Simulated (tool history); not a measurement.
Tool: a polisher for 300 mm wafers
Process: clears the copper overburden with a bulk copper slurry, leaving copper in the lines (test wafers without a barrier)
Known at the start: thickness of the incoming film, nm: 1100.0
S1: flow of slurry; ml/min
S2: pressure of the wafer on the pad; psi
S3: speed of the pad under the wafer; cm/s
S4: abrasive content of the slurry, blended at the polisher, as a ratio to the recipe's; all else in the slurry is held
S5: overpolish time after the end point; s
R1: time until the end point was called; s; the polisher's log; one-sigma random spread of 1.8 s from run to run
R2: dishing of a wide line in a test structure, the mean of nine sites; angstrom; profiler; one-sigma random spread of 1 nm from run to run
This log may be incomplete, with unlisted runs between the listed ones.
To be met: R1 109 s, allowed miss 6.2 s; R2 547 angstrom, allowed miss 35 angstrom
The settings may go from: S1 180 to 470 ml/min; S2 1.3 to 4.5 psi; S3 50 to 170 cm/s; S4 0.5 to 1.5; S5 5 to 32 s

run 1 day=0 | S1=300 S2=2.9 S3=110 S4=1 S5=16 | R1=100.49 R2=701.96
run 2 day=0.242 | S1=300 S2=2.9 S3=110 S4=1 S5=21 | R1=101.84 R2=761.98
run 3 day=0.338 | S1=300 S2=2.9 S3=110 S4=1 S5=19 | R1=103.47 R2=756.37
run 4 day=0.675 | S1=300 S2=2.9 S3=110 S4=1 S5=17 | R1=105.98 R2=734.64
run 5 day=0.775 | S1=300 S2=2.8 S3=114 S4=1 S5=15 | R1=107.45 R2=681.94
run 6 day=1.1 | S1=300 S2=3.2 S3=114 S4=1 S5=15 | R1=92.682 R2=725.91
run 7 day=1.379 | S1=300 S2=2.7 S3=112 S4=1 S5=7 | R1=109.45 R2=424.82
run 8 day=1.621 | S1=300 S2=2.7 S3=112 S4=1 S5=8 | R1=106.49 R2=466.42
run 9 day=1.788 | S1=300 S2=2.7 S3=112 S4=1 S5=9 | R1=109.89 R2=504.41

Which one of the following 4 next-run settings gets every result inside its allowed miss? There is exactly one.
run A day=1.954 | S1=275 S2=2.3 S3=130 S4=1.2 S5=14 | R1=? R2=?
run B day=1.954 | S1=360 S2=2.5 S3=132 S4=0.8 S5=10 | R1=? R2=?
run C day=1.954 | S1=295 S2=2.7 S3=110 S4=0.95 S5=8 | R1=? R2=?
run D day=1.954 | S1=280 S2=2.4 S3=114 S4=1.05 S5=10 | R1=? R2=?

move=A R1=116.39 R2=626.36
move=B R1=110.7 R2=537.44
move=C R1=114.04 R2=458.03
move=D R1=123.71 R2=499.81
A: pushes the last run's worst result past its target
B: all results in spec
C: the biggest miss grows against the last run
D: the biggest miss grows against the last run
Answer: B
